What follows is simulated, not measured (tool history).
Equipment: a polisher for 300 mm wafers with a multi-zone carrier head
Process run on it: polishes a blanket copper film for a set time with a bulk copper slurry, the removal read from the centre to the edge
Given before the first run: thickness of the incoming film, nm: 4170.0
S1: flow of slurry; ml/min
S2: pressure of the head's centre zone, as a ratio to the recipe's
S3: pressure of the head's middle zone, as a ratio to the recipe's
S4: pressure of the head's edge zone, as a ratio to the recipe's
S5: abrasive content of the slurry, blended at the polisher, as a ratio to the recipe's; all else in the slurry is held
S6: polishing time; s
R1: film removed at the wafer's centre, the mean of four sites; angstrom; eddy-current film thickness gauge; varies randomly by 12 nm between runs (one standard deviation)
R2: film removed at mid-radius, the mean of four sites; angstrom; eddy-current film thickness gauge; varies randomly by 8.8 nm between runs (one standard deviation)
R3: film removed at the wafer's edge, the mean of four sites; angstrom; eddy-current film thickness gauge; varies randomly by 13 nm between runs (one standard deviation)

run,hour,S1,S2,S3,S4,S5,S6,R1,R2,R3
1,0.0,190,1.00,1.00,1.00,1.00,81,7766.0,8051.2,7989.8
2,6.0,195,1.00,1.01,1.03,1.10,82,8294.7,8542.8,8382.6
3,14.1,200,0.98,1.01,1.06,1.15,83,8390.3,8739.9,8699.8
4,14.9,200,0.98,1.01,1.06,1.15,64,6395.6,6582.2,6646.8
5,15.5,200,0.98,1.01,1.06,1.15,44,4372.0,4620.4,4744.7
6,20.2,200,0.96,1.01,1.08,1.20,53,5211.2,5683.8,5788.3
7,24.7,205,0.96,1.01,1.10,1.25,59,5779.8,6270.0,6457.2
8,31.0,210,0.96,1.01,1.12,1.30,64,6479.9,6971.4,7253.7
9,36.7,215,0.96,1.02,1.13,1.35,67,6809.1,7496.8,7781.4
10,43.8,220,0.97,1.03,1.14,1.40,69,7272.0,7841.7,8306.9

What does the tool deliver on the next run?
11,52.0,225,0.98,1.06,1.15,1.40,70,?,?,?

Run 11 came out at R1 7481.4 angstrom, R2 8265.0 angstrom, R3 8073.1 angstrom.
